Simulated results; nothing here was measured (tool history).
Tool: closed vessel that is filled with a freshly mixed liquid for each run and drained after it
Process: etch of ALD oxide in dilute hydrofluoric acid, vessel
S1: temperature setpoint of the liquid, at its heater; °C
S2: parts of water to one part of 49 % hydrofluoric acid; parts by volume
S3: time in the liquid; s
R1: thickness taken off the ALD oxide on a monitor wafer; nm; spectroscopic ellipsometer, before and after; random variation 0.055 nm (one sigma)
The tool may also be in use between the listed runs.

run  hour    S1   S2  S3      R1
  1     0    22  110  30  5.2779
  2   1.1    22  110  30  5.3507
  3     4    22  125  30  4.5498
  4   7.8    22  125  30   4.532
  5  11.5    25  125  30  5.1394
  6  13.9  25.5  120  30   5.414
  7  15.2    26  115  30  5.8467
  8  18.6  26.5  110  30   6.303

Run 9 comes next. What will it give?
  9  26.8  27  105  30   ?

{"run 9": {"R1": 6.8609}}

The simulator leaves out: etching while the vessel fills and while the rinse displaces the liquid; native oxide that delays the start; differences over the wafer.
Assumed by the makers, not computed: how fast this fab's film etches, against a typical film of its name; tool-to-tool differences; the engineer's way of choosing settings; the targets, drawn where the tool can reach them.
